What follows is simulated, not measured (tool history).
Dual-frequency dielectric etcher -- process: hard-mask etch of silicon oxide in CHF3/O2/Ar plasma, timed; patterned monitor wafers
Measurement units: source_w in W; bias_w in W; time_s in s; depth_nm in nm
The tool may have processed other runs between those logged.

{"run": 1, "day": 0.0, "source_w": 500, "bias_w": 207, "time_s": 36.5, "depth_nm": 69.062}
{"run": 2, "day": 0.108, "source_w": 440, "bias_w": 181, "time_s": 36.5, "depth_nm": 62.032}
{"run": 3, "day": 0.4, "source_w": 440, "bias_w": 209, "time_s": 36.5, "depth_nm": 67.0}
{"run": 4, "day": 0.433, "source_w": 440, "bias_w": 223, "time_s": 36.5, "depth_nm": 69.059}
{"run": 5, "day": 0.679, "source_w": 390, "bias_w": 223, "time_s": 36.5, "depth_nm": 66.384}
{"run": 6, "day": 1.05, "source_w": 360, "bias_w": 198, "time_s": 36.5, "depth_nm": 60.629}
{"run": 7, "day": 1.321, "source_w": 340, "bias_w": 184, "time_s": 36.5, "depth_nm": 58.021}
{"run": 8, "day": 1.583, "source_w": 330, "bias_w": 173, "time_s": 36.5, "depth_nm": 55.747}

Run 9 comes next. What will it give?
{"run": 9, "day": 1.829, "source_w": 320, "bias_w": 167, "time_s": 36.5, "depth_nm": "?"}

{"run 9": {"depth_nm": 54.048}}

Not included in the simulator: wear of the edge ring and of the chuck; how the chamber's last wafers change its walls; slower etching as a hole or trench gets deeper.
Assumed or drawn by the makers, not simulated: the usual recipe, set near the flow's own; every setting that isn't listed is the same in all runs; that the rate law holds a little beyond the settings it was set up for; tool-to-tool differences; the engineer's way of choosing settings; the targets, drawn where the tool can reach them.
